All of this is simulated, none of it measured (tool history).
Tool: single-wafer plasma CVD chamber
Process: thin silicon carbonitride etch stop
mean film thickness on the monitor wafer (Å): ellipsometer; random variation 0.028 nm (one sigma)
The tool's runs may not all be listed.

run	hour	RF power (kW)	deposition time (s)	mean film thickness on the monitor wafer (Å)
1	0	0.24	9.22	53.788
2	7.2	0.225	9.22	52.936
3	12.7	0.22	9.15	52.243
4	13.7	0.215	9.09	51.122
5	17.5	0.215	9.88	55.831
6	19.6	0.21	9.76	54.967
7	22.3	0.205	9.65	53.549
# hour 27.8: RF generator calibrated
8	27.8	0.2	9.58	54.135
9	28.9	0.2	9.44	52.895
10	35.6	0.2	9.33	52.696

Run 11 comes next. What will it give?
11	43.2	0.2	9.21	?

{"run 11": {"mean film thickness on the monitor wafer (Å)": 51.656}}
